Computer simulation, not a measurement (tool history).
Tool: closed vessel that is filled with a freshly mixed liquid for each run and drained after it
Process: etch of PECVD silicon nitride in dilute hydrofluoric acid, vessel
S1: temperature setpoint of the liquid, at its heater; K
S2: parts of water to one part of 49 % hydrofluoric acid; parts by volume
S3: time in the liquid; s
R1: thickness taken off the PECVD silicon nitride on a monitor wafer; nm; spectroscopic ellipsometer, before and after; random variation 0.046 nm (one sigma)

run  hour      S1   S2   S3       R1
  1   0.0  293.15  100  430   9.4943
  2   5.4  293.65  100  430   9.7857
  3  13.3  294.15  100  430  10.1260
  4  16.1  296.65  100  430  11.9050
  5  22.1  296.65  100  460  12.7670
  6  30.7  296.15  100  460  12.3250
  7  34.7  296.15  100  460  12.4010
  8  36.0  295.65  100  460  11.9730
  9  37.6  295.15  100  460  11.5780
 10  41.1  294.65  100  460  11.2000

Forecast run 11:
 11  50.1  294.15  100  460   ?

{"run 11": {"R1": 10.796}}

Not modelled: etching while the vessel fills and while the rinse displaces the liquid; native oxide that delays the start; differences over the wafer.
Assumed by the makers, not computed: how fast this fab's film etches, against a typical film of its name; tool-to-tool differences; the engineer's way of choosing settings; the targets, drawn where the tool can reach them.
